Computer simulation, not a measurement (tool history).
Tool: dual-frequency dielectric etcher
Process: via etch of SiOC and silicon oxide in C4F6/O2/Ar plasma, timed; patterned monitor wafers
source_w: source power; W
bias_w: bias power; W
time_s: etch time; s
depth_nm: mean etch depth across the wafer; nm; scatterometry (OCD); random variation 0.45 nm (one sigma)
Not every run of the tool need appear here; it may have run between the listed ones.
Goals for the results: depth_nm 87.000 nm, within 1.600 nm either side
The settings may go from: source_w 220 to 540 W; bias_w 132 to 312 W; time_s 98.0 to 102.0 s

run 1 hour=0.0 | source_w=380 bias_w=222 time_s=98.0 | depth_nm=109.850
run 2 hour=5.5 | source_w=380 bias_w=222 time_s=102.0 | depth_nm=114.850
run 3 hour=6.6 | source_w=340 bias_w=200 time_s=101.5 | depth_nm=105.650
run 4 hour=11.1 | source_w=310 bias_w=188 time_s=101.0 | depth_nm=99.374
run 5 hour=13.7 | source_w=380 bias_w=188 time_s=101.0 | depth_nm=109.240
run 6 hour=16.9 | source_w=340 bias_w=188 time_s=101.0 | depth_nm=104.320
run 7 hour=22.5 | source_w=310 bias_w=180 time_s=100.5 | depth_nm=98.000
run 8 hour=28.1 | source_w=290 bias_w=177 time_s=100.5 | depth_nm=94.773
run 9 hour=34.9 | source_w=270 bias_w=176 time_s=100.5 | depth_nm=92.213

Below are 4 possible settings for the next run. Only one of them brings all results inside the allowed miss of their targets. Which is it?
run A hour=41.7 | source_w=320 bias_w=180 time_s=98.5 | depth_nm=?
run B hour=41.7 | source_w=250 bias_w=162 time_s=100.5 | depth_nm=?
run C hour=41.7 | source_w=270 bias_w=173 time_s=100.5 | depth_nm=?
run D hour=41.7 | source_w=270 bias_w=185 time_s=102.0 | depth_nm=?

move=A depth_nm=97.361
move=B depth_nm=86.509
move=C depth_nm=91.142
move=D depth_nm=94.177
A: lands further from the targets than the last run did
B: all results in spec
C: closes in on the targets versus the last run, not all within tolerance yet
D: lands further from the targets than the last run did
B is the move that brings every result within its allowed miss.
